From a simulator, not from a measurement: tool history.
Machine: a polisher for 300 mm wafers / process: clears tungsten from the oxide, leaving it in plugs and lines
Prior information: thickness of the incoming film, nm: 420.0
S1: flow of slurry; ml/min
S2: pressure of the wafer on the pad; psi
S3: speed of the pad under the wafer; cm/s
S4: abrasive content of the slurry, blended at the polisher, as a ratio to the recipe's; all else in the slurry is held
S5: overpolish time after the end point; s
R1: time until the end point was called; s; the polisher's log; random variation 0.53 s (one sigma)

run,hour,S1,S2,S3,S4,S5,R1
1,0,140,4.6,104,1,22,60.24
2,8.6,140,4.9,104,1,22,58.318
3,13.9,140,4.9,104,0.8,22,58.741
4,20.7,140,5.2,104,0.8,22,56.829
5,29.1,140,5.2,88,0.8,22,64.583
6,33.7,140,5.5,90,0.8,22,59.047
7,41,140,5.7,92,0.8,22,56.065

What will run 8 give?
8,44,140,5.9,94,0.8,22,?

{"run 8": {"R1": 55.579}}

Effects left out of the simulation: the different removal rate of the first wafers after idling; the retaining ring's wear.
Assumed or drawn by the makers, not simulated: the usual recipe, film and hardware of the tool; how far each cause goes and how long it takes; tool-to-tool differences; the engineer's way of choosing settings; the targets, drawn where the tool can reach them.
